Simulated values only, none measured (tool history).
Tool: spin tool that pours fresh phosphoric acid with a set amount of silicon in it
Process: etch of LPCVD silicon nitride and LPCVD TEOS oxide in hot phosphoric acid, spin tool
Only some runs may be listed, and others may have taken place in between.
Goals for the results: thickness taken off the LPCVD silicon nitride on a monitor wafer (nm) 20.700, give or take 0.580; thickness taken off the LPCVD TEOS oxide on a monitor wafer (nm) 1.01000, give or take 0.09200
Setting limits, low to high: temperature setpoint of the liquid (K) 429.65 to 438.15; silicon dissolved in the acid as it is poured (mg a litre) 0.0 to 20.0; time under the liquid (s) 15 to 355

run	hour	temperature setpoint of the liquid (K)	silicon dissolved in the acid as it is poured (mg a litre)	time under the liquid (s)	thickness taken off the LPCVD silicon nitride on a monitor wafer (nm)	thickness taken off the LPCVD TEOS oxide on a monitor wafer (nm)
1	0.0	433.15	9.0	180	16.881	0.84664
2	7.1	433.65	10.0	185	17.478	0.85232
3	8.1	433.65	10.0	155	14.446	0.76495
4	15.9	433.65	10.0	165	15.601	0.79575
5	17.8	433.65	13.0	165	15.603	0.76524
6	26.3	433.65	15.5	165	15.669	0.69048
7	30.8	434.15	15.5	170	16.582	0.73589
8	35.1	434.65	15.5	175	17.339	0.82530
9	43.6	435.15	16.0	180	17.641	0.82932
10	50.7	435.65	16.0	185	18.662	0.85130
11	57.0	436.15	15.5	185	19.132	0.92616
12	61.4	436.65	16.0	185	18.999	0.97670
13	69.4	436.65	16.5	185	19.399	0.94847
14	74.0	436.65	17.0	185	19.363	0.92707

Exercise: of the 5 proposed moves below, exactly one satisfies all targets within the stated allowed misses. Which move is it?
A	78.6	436.65	15.0	185	?	?
B	78.6	436.15	16.5	200	?	?
C	78.6	436.65	15.5	190	?	?
D	78.6	435.15	20.0	195	?	?
E	78.6	436.15	20.0	215	?	?

move	thickness taken off the LPCVD silicon nitride on a monitor wafer (nm)	thickness taken off the LPCVD TEOS oxide on a monitor wafer (nm)
A	19.224	1.00790
B	20.442	1.01110
C	19.744	1.02220
D	19.280	0.83294
E	21.975	0.98817
A: lands further from the targets than the last run did
B: hits every target within its allowed miss
C: an improvement on the last run, though not all results are within tolerance
D: lands further from the targets than the last run did
E: takes the biggest miss from the last run beyond its target
B is the move that brings every result within its allowed miss.
